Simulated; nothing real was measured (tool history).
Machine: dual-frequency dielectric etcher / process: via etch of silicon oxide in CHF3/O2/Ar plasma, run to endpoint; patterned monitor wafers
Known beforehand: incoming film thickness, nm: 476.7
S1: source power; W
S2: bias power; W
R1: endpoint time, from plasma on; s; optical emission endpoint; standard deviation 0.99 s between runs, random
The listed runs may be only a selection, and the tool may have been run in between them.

run 1 day=0 | S1=680 S2=225 | R1=203.35
run 2 day=0.171 | S1=630 S2=225 | R1=209.96
run 3 day=0.446 | S1=600 S2=221 | R1=217.3
run 4 day=0.796 | S1=550 S2=221 | R1=226.8
run 5 day=1.167 | S1=540 S2=221 | R1=226.46
run 6 day=1.204 | S1=520 S2=220 | R1=232.23
run 7 day=1.508 | S1=510 S2=220 | R1=232.87

What will run 8 give?
run 8 day=1.817 | S1=500 S2=220 | R1=?

R1: 234.94 s
